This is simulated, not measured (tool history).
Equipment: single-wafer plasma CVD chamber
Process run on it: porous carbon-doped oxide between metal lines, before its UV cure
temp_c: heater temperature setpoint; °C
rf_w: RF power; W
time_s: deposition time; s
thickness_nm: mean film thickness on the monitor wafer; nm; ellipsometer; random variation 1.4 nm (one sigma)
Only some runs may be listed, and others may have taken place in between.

run	hour	temp_c	rf_w	time_s	thickness_nm
1	0.0	315	540	36.8	198.03
2	3.3	312	555	36.9	202.92
3	6.1	322	555	36.9	195.94
4	8.8	319	575	37.0	199.57
5	16.7	319	575	38.0	206.70
6	25.0	316	590	38.0	209.75

Forecast run 7:
7	27.6	313	610	38.0	?

{"run 7": {"thickness_nm": 215.56}}
